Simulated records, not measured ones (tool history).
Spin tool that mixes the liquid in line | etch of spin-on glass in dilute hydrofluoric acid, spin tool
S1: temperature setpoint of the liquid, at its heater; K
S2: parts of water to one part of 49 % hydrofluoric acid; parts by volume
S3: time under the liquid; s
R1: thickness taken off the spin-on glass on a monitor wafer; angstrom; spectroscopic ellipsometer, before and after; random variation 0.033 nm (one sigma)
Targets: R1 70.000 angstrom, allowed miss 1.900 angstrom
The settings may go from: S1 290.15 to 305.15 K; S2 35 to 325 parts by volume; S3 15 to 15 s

| run | hour | S1 | S2 | S3 | R1 |
|---|---|---|---|---|---|
| 1 | 0.0 | 297.15 | 180 | 15 | 30.882 |
| 2 | 6.6 | 299.65 | 155 | 15 | 40.669 |
| 3 | 13.0 | 301.65 | 140 | 15 | 48.929 |
| 4 | 21.3 | 302.65 | 130 | 15 | 56.060 |
| 5 | 24.4 | 302.65 | 170 | 15 | 40.624 |
| 6 | 27.7 | 304.65 | 170 | 15 | 43.570 |
| 7 | 30.7 | 304.65 | 150 | 15 | 51.017 |
| 8 | 36.8 | 305.15 | 100 | 15 | 83.587 |
| 9 | 42.6 | 303.65 | 100 | 15 | 77.967 |

Which of these 5 next moves meets every target?
| A | 48.4 | 301.65 | 95 | 15 | ? |
| B | 48.4 | 302.15 | 110 | 15 | ? |
| C | 48.4 | 303.65 | 115 | 15 | ? |
| D | 48.4 | 302.15 | 100 | 15 | ? |
| E | 48.4 | 303.65 | 110 | 15 | ? |

| move | R1 |
|---|---|
| A | 76.446 |
| B | 66.009 |
| C | 66.402 |
| D | 73.562 |
| E | 69.885 |
A: nearer than the last run, and not there yet
B: takes the result that was furthest off past its target
C: takes the result that was furthest off past its target
D: nearer than the last run, and not there yet
E: meets every target
Answer: E

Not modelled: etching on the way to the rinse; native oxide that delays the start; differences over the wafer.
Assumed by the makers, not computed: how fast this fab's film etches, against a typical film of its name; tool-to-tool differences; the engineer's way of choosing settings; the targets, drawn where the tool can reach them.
